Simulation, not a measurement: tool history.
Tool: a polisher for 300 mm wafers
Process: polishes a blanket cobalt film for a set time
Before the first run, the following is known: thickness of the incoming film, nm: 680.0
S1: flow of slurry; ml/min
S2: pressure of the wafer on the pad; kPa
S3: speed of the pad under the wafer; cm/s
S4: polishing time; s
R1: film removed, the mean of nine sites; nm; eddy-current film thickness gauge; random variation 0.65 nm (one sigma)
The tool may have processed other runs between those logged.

Run 1, hour 0: S1 310 ml/min, S2 15.2 kPa, S3 106 cm/s, S4 21 s. Result: R1 124.98 nm.
Run 2, hour 7.5: S1 310 ml/min, S2 13.1 kPa, S3 106 cm/s, S4 21 s. Result: R1 112.13 nm.
Run 3, hour 10.1: S1 310 ml/min, S2 11.7 kPa, S3 104 cm/s, S4 21 s. Result: R1 98.34 nm.
Run 4, hour 13.9: S1 310 ml/min, S2 10.3 kPa, S3 104 cm/s, S4 21 s. Result: R1 86.497 nm.
Run 5, hour 20.8: S1 310 ml/min, S2 13.1 kPa, S3 104 cm/s, S4 21 s. Result: R1 109.5 nm.
Run 6, hour 27.3: S1 310 ml/min, S2 13.1 kPa, S3 104 cm/s, S4 19 s. Result: R1 96.99 nm.
Run 7, hour 29: S1 310 ml/min, S2 12.4 kPa, S3 104 cm/s, S4 19 s. Result: R1 92.623 nm.

Forecast run 8:
Run 8, hour 31.9: S1 310 ml/min, S2 11.7 kPa, S3 104 cm/s, S4 19 s. Result: R1 ?.

{"run 8": {"R1": 87.465}}

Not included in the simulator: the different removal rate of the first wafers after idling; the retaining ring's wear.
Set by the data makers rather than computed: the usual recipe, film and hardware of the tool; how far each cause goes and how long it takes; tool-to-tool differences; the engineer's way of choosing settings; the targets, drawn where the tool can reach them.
